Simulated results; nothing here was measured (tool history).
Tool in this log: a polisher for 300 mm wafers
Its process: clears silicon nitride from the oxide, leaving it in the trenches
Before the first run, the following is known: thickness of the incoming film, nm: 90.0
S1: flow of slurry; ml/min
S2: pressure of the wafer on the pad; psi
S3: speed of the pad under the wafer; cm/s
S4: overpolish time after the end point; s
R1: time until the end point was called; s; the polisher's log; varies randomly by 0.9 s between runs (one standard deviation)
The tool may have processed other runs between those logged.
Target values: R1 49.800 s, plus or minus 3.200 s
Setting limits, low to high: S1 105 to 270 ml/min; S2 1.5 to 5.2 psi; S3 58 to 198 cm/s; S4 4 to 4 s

{"run": 1, "hour": 0.0, "S1": 175, "S2": 3.3, "S3": 128, "S4": 4, "R1": 91.25}
{"run": 2, "hour": 6.4, "S1": 175, "S2": 3.7, "S3": 130, "S4": 4, "R1": 79.541}
{"run": 3, "hour": 14.4, "S1": 175, "S2": 4.0, "S3": 132, "S4": 4, "R1": 72.929}
{"run": 4, "hour": 15.1, "S1": 175, "S2": 4.0, "S3": 108, "S4": 4, "R1": 91.861}
{"run": 5, "hour": 21.7, "S1": 175, "S2": 4.0, "S3": 108, "S4": 4, "R1": 89.147}
{"hour": 23.3, "done": "slurry nozzle cleaned"}
{"run": 6, "hour": 23.3, "S1": 175, "S2": 4.2, "S3": 114, "S4": 4, "R1": 73.905}
{"run": 7, "hour": 24.7, "S1": 175, "S2": 4.4, "S3": 114, "S4": 4, "R1": 69.425}
{"run": 8, "hour": 29.5, "S1": 175, "S2": 4.6, "S3": 114, "S4": 4, "R1": 67.333}
{"run": 9, "hour": 38.1, "S1": 175, "S2": 4.7, "S3": 116, "S4": 4, "R1": 65.934}
{"run": 10, "hour": 41.5, "S1": 175, "S2": 4.8, "S3": 120, "S4": 4, "R1": 61.313}

Pick the move, out of 4, that brings all results within their allowed miss; only one does.
{"run": "A", "hour": 44.9, "S1": 180, "S2": 4.6, "S3": 130, "S4": 4, "R1": "?"}
{"run": "B", "hour": 44.9, "S1": 175, "S2": 5.0, "S3": 118, "S4": 4, "R1": "?"}
{"run": "C", "hour": 44.9, "S1": 170, "S2": 4.9, "S3": 124, "S4": 4, "R1": "?"}
{"run": "D", "hour": 44.9, "S1": 195, "S2": 4.7, "S3": 150, "S4": 4, "R1": "?"}

move=A R1=60.090
move=B R1=61.250
move=C R1=59.800
move=D R1=50.608
A: better than the last run, though not everything is in spec
B: just as far off the targets as the last run
C: better than the last run, though not everything is in spec
D: all results land within tolerance of their targets
So the answer is move D, the one that meets all the targets.
